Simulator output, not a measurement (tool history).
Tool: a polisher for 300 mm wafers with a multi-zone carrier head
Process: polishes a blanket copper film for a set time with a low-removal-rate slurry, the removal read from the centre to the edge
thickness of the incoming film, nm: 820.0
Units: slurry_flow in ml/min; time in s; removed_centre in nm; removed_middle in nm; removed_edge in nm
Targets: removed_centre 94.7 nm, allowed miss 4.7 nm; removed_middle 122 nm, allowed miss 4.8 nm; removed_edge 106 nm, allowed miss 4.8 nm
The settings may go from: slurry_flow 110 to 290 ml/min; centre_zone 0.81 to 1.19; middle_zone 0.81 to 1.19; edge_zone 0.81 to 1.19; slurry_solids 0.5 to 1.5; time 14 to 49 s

| run | hour | slurry_flow | centre_zone | middle_zone | edge_zone | slurry_solids | time | removed_centre | removed_middle | removed_edge |
|---|---|---|---|---|---|---|---|---|---|---|
| 1 | 0 | 185 | 1 | 1 | 1 | 1 | 31 | 80.149 | 89.331 | 88.789 |
| 2 | 6.3 | 195 | 1 | 1.06 | 1.02 | 1.1 | 31 | 82.11 | 93.511 | 90.273 |
| 3 | 8.4 | 195 | 1 | 1.06 | 1.02 | 0.95 | 31 | 81.497 | 92.27 | 90.724 |
| 4 | 9.6 | 195 | 1 | 1.06 | 1.02 | 0.95 | 28 | 71.735 | 83.211 | 79.674 |
| 5 | 17 | 205 | 0.98 | 1.1 | 1.01 | 1.05 | 30 | 77.945 | 94.384 | 86.735 |
| 6 | 21.5 | 205 | 0.98 | 1.1 | 1.01 | 1.05 | 34 | 86.624 | 106.45 | 100.32 |
| 7 | 30.3 | 215 | 0.99 | 1.13 | 1.01 | 1.1 | 34 | 89.256 | 107.87 | 99.894 |
| 8 | 35.1 | 220 | 0.98 | 1.15 | 1 | 1.15 | 35 | 94.191 | 118.63 | 101.14 |

4 next moves are on the table. One of them brings every result within its allowed miss. Which?
| A | 39.9 | 155 | 0.97 | 1.17 | 0.97 | 1.05 | 38 | ? | ? | ? |
| B | 39.9 | 240 | 0.94 | 1.14 | 1.07 | 1.35 | 36 | ? | ? | ? |
| C | 39.9 | 225 | 1.08 | 1.13 | 0.95 | 1.2 | 37 | ? | ? | ? |
| D | 39.9 | 225 | 1.02 | 1.14 | 1.07 | 1.2 | 34 | ? | ? | ? |

| move | removed_centre | removed_middle | removed_edge |
|---|---|---|---|
| A | 93.876 | 119.29 | 105.55 |
| B | 96.073 | 122.2 | 114.04 |
| C | 109.49 | 121.45 | 108.01 |
| D | 95.352 | 112.41 | 105.14 |
A: meets every target
B: takes the result that was furthest off past its target
C: brings the result that was furthest off to its target, and leaves another outside
D: brings the result that was furthest off to its target, and leaves another outside
Move A is the one to make.
